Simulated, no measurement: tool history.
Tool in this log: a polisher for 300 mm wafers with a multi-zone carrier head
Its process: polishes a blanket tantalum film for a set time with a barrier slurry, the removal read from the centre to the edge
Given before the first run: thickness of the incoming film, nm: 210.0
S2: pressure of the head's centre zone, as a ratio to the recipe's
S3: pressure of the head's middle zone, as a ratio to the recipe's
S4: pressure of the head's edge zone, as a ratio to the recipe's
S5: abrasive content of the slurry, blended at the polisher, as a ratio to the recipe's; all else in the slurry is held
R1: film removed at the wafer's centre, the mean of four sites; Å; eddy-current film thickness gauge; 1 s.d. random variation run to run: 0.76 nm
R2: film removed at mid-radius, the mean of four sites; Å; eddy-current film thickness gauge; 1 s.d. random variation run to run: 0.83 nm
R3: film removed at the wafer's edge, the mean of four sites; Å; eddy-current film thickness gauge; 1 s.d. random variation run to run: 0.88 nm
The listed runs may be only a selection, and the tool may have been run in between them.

{"run": 1, "hour": 0.0, "flow of slurry (ml/min)": 235, "S2": 1, "S3": 1, "S4": 1, "S5": 1, "polishing time (s)": 54, "R1": 659.78, "R2": 673.85, "R3": 660.09}
{"run": 2, "hour": 7.7, "flow of slurry (ml/min)": 235, "S2": 1, "S3": 1, "S4": 1.05, "S5": 1, "polishing time (s)": 54, "R1": 646.66, "R2": 661.26, "R3": 695.29}
{"run": 3, "hour": 13.2, "flow of slurry (ml/min)": 245, "S2": 1.04, "S3": 0.99, "S4": 1.04, "S5": 1, "polishing time (s)": 54, "R1": 693.15, "R2": 659.62, "R3": 684.98}
{"run": 4, "hour": 20.6, "flow of slurry (ml/min)": 255, "S2": 1.06, "S3": 0.99, "S4": 1.04, "S5": 1, "polishing time (s)": 54, "R1": 713.52, "R2": 686.61, "R3": 692.22}
{"run": 5, "hour": 25.3, "flow of slurry (ml/min)": 255, "S2": 1.11, "S3": 0.99, "S4": 1.04, "S5": 1, "polishing time (s)": 54, "R1": 739.1, "R2": 660.35, "R3": 690.36}
{"run": 6, "hour": 32.0, "flow of slurry (ml/min)": 255, "S2": 1.11, "S3": 0.99, "S4": 1.04, "S5": 1, "polishing time (s)": 46, "R1": 625.9, "R2": 565.22, "R3": 600.27}
{"run": 7, "hour": 33.5, "flow of slurry (ml/min)": 270, "S2": 1.13, "S3": 1, "S4": 1.05, "S5": 1.1, "polishing time (s)": 46, "R1": 649.57, "R2": 600.29, "R3": 619.37}
{"run": 8, "hour": 37.4, "flow of slurry (ml/min)": 275, "S2": 1.15, "S3": 0.99, "S4": 1.05, "S5": 1.15, "polishing time (s)": 47, "R1": 705.39, "R2": 605.25, "R3": 644.87}
{"run": 9, "hour": 46.3, "flow of slurry (ml/min)": 285, "S2": 1.16, "S3": 1, "S4": 1.06, "S5": 1.2, "polishing time (s)": 47, "R1": 713.07, "R2": 633.5, "R3": 647.4}

Run 10 has not been measured yet. What should we expect?
{"run": 10, "hour": 51.1, "flow of slurry (ml/min)": 290, "S2": 1.17, "S3": 0.99, "S4": 1.07, "S5": 1.25, "polishing time (s)": 47, "R1": "?", "R2": "?", "R3": "?"}

Run 10 measured R1 729.96 Å, R2 621.46 Å, R3 650.5 Å.
